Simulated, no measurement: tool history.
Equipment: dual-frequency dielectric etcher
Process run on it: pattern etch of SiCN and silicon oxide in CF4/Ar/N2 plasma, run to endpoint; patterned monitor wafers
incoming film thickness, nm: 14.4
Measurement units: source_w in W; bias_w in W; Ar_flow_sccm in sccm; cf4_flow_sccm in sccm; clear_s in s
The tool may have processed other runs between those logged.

run 1 hour=0.0 | source_w=350 bias_w=73 Ar_flow_sccm=98 cf4_flow_sccm=62 | clear_s=20.620
run 2 hour=8.8 | source_w=350 bias_w=86 Ar_flow_sccm=98 cf4_flow_sccm=62 | clear_s=19.801
run 3 hour=9.6 | source_w=350 bias_w=86 Ar_flow_sccm=87 cf4_flow_sccm=62 | clear_s=19.422
run 4 hour=15.3 | source_w=320 bias_w=84 Ar_flow_sccm=89 cf4_flow_sccm=61 | clear_s=20.916
run 5 hour=18.4 | source_w=320 bias_w=84 Ar_flow_sccm=89 cf4_flow_sccm=69 | clear_s=20.454
run 6 hour=25.5 | source_w=340 bias_w=84 Ar_flow_sccm=89 cf4_flow_sccm=69 | clear_s=19.651

Run 7 is up next; what results do you expect?
run 7 hour=32.9 | source_w=310 bias_w=81 Ar_flow_sccm=92 cf4_flow_sccm=67 | clear_s=?

clear_s: 21.494 s
